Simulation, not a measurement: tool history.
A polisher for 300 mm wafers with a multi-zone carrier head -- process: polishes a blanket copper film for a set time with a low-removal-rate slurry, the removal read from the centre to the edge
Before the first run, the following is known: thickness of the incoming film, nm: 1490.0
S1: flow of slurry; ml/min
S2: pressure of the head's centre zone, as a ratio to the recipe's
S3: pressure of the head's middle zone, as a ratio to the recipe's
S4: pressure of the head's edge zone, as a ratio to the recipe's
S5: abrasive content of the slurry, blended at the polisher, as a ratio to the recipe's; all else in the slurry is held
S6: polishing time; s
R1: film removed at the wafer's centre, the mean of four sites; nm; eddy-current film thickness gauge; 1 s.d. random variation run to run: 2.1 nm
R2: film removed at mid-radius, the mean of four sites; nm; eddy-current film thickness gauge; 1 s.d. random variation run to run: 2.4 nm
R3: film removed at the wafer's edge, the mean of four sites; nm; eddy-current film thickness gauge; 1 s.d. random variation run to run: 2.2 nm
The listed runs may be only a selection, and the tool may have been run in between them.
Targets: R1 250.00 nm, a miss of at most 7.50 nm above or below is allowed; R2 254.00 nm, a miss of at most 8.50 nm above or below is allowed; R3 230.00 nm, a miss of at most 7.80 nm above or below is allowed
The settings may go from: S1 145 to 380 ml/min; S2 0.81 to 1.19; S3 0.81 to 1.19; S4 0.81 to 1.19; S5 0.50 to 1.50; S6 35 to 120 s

run 1 hour=0.0 | S1=245 S2=1.00 S3=1.00 S4=1.00 S5=1.00 S6=77 | R1=167.84 R2=173.63 R3=170.56
run 2 hour=6.9 | S1=250 S2=1.02 S3=1.02 S4=1.02 S5=1.05 S6=78 | R1=176.84 R2=180.79 R3=176.06
run 3 hour=8.0 | S1=195 S2=1.02 S3=1.02 S4=1.02 S5=1.05 S6=78 | R1=172.57 R2=170.38 R3=171.19
run 4 hour=10.9 | S1=210 S2=1.03 S3=1.04 S4=1.04 S5=1.10 S6=79 | R1=176.10 R2=184.37 R3=178.99
run 5 hour=16.0 | S1=220 S2=1.05 S3=1.04 S4=1.04 S5=1.15 S6=80 | R1=189.95 R2=187.56 R3=181.49
run 6 hour=20.2 | S1=230 S2=1.06 S3=1.05 S4=1.06 S5=1.20 S6=81 | R1=192.85 R2=195.19 R3=187.38
run 7 hour=21.2 | S1=235 S2=1.07 S3=1.06 S4=1.07 S5=1.25 S6=82 | R1=199.10 R2=204.55 R3=190.04
run 8 hour=27.5 | S1=240 S2=1.08 S3=1.06 S4=1.08 S5=1.30 S6=83 | R1=205.79 R2=206.46 R3=199.40
run 9 hour=33.8 | S1=250 S2=1.09 S3=1.07 S4=1.09 S5=1.35 S6=84 | R1=213.33 R2=209.28 R3=202.82
run 10 hour=35.7 | S1=255 S2=1.10 S3=1.08 S4=1.10 S5=1.35 S6=85 | R1=219.58 R2=214.26 R3=205.30

Exercise: of the 5 proposed moves below, exactly one satisfies all targets within the stated allowed misses. Which move is it?
run A hour=37.6 | S1=210 S2=0.87 S3=1.06 S4=1.19 S5=1.25 S6=95 | R1=? R2=? R3=?
run B hour=37.6 | S1=235 S2=0.81 S3=1.11 S4=1.19 S5=1.30 S6=97 | R1=? R2=? R3=?
run C hour=37.6 | S1=225 S2=1.15 S3=1.17 S4=1.12 S5=1.45 S6=93 | R1=? R2=? R3=?
run D hour=37.6 | S1=230 S2=1.13 S3=1.04 S4=1.06 S5=1.25 S6=72 | R1=? R2=? R3=?
run E hour=37.6 | S1=205 S2=0.85 S3=0.82 S4=1.19 S5=1.50 S6=97 | R1=? R2=? R3=?

move=A R1=187.53 R2=228.25 R3=231.92
move=B R1=183.93 R2=248.14 R3=241.18
move=C R1=247.43 R2=252.10 R3=227.44
move=D R1=183.84 R2=172.26 R3=167.34
move=E R1=192.70 R2=193.83 R3=244.99
A: moves away from the targets compared with the last run
B: the worst result of the last run now meets its target, but another is out of spec
C: meets every target
D: moves away from the targets compared with the last run
E: moves away from the targets compared with the last run
So the answer is move C, the one that meets all the targets.
